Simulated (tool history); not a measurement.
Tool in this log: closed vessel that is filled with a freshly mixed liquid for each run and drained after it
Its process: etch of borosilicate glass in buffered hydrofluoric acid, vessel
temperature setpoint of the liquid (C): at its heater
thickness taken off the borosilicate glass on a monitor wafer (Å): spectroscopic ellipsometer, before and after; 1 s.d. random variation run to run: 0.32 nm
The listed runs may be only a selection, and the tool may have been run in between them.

| run | hour | temperature setpoint of the liquid (C) | parts of 40 % ammonium fluoride to one part of 49 % hydrofluoric acid (parts by volume) | time in the liquid (s) | thickness taken off the borosilicate glass on a monitor wafer (Å) |
|---|---|---|---|---|---|
| 1 | 0 | 20 | 11 | 95 | 864.86 |
| 2 | 6.6 | 19 | 12 | 95 | 742.88 |
| 3 | 8.6 | 18.5 | 12.5 | 95 | 698.93 |
| 4 | 15.9 | 18.5 | 12.5 | 100 | 739.33 |
| 5 | 21.9 | 18.5 | 12.5 | 95 | 700.71 |
| 6 | 27.6 | 18 | 13 | 95 | 655.85 |
| 7 | 28.4 | 17.5 | 13.5 | 95 | 617.25 |

For run 8, what comes out?
| 8 | 32.6 | 17.5 | 14 | 95 | ? |

Run 8 measured thickness taken off the borosilicate glass on a monitor wafer (Å) 591.46.

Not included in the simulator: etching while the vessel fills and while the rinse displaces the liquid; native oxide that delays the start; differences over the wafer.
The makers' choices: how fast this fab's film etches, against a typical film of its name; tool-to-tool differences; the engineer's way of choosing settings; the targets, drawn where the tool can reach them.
